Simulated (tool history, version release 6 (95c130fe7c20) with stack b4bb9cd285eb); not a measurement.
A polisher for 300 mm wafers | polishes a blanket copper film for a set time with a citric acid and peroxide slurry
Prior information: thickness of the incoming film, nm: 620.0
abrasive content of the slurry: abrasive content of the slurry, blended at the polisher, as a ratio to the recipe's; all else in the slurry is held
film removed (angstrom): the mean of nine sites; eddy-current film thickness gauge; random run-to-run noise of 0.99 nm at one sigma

| run | hour | flow of slurry (ml/min) | pressure of the wafer on the pad (kPa) | speed of the pad under the wafer (cm/s) | abrasive content of the slurry | polishing time (s) | film removed (angstrom) |
|---|---|---|---|---|---|---|---|
| 1 | 0 | 235 | 26.9 | 92 | 1 | 92 | 2070 |
| 2 | 8.4 | 235 | 24.1 | 86 | 1 | 92 | 1803.3 |
| 3 | 14.7 | 235 | 30.3 | 86 | 1 | 92 | 2189 |
| 4 | 17.1 | 235 | 30.3 | 86 | 1 | 96 | 2281.8 |
| 5 | 20.1 | 235 | 36.5 | 86 | 1 | 96 | 2753.9 |
| 6 | 21.1 | 235 | 36.5 | 86 | 1 | 96 | 2683.8 |
| 7 | 21.9 | 235 | 32.4 | 78 | 1 | 96 | 2203.1 |
| 8 | 28.2 | 235 | 24.8 | 52 | 0.95 | 95 | 1163.5 |
| 9 | 29.2 | 235 | 23.4 | 52 | 0.95 | 95 | 1107.6 |
| 10 | 30.8 | 235 | 16.5 | 50 | 0.95 | 95 | 784.18 |
| 11 | 32.6 | 235 | 17.2 | 50 | 0.95 | 95 | 813.08 |

Expected results for the next run?
| 12 | 39.6 | 235 | 17.9 | 50 | 0.95 | 95 | ? |

film removed (angstrom): 842.09
